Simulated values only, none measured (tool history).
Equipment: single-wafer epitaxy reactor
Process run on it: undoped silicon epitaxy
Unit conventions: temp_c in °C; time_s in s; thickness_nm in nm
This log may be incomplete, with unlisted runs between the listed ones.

run  hour  temp_c  time_s  thickness_nm
  1     0     670     535        147.51
  2   1.3     670     578        159.27
  3   2.8     680     578        200.51
  4   7.9     680     637        221.29
  5  11.8     675     636        197.86
  6  15.4     680     636         221.7
  7  22.5     675     635        195.29
  8  24.5     671     634        179.97
  9  26.1     667     633        162.85

Forecast run 10:
 10  29.4     664     632             ?

{"run 10": {"thickness_nm": 150.24}}
